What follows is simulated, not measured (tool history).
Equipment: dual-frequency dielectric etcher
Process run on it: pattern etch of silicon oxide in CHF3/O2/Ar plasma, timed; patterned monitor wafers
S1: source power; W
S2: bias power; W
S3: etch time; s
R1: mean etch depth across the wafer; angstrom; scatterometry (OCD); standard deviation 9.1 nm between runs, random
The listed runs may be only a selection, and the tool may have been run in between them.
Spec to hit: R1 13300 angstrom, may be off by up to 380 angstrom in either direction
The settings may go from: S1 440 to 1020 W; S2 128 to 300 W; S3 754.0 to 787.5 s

run	day	S1	S2	S3	R1
1	0.000	730	214	754.0	15666
2	0.267	730	191	754.0	14872
3	0.512	730	215	754.0	15685
4	0.742	700	211	754.0	15309
5	1.025	680	208	754.0	15045
6	1.308	660	206	754.0	14780
7	1.621	640	204	754.0	14547
8	1.896	620	203	754.0	14154
9	1.929	610	202	754.0	14178
10	2.196	600	201	754.0	14213

5 next moves are on the table. One of them brings every result within its allowed miss. Which?
A	2.462	510	161	787.5	?
B	2.462	500	212	787.5	?
C	2.462	610	202	775.0	?
D	2.462	600	151	755.0	?
E	2.462	660	168	754.0	?

move	R1
A	12289
B	13898
C	14514
D	12232
E	13380
A: carries the result that was furthest off beyond its target, to the other side
B: nearer than the last run, and not there yet
C: its largest miss is bigger than the last run's
D: carries the result that was furthest off beyond its target, to the other side
E: hits every target within its allowed miss
Go with E: it meets all targets.
